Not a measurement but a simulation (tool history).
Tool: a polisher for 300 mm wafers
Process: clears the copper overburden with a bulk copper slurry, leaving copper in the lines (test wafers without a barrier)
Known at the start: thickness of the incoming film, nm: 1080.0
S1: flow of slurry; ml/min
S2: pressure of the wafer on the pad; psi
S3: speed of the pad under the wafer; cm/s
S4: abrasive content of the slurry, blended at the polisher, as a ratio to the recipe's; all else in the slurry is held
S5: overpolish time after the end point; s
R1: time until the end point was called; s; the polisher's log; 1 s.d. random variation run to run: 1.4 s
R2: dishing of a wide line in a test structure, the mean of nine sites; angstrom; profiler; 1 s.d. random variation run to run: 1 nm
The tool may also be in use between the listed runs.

run  hour   S1   S2   S3  S4  S5      R1      R2
  1     0  320  2.3  114   1  17  96.151  1030.2
  2   6.5  320    2  114   1  17  106.94  902.09
  3   9.8  320  1.8  112   1  18  118.91  855.23
  4  13.2  320  1.8  112   1  14  121.04  733.09
  5  17.1  320  1.8  112   1   8  119.49  489.54
  6  18.4  320  1.7  110   1  11  130.67  579.44

Estimate the outcome of run 7 from the log above:
  7  24.4  320  1.6  108   1  13   ?   ?

R1: 138.56 s
R2: 623.19 angstrom
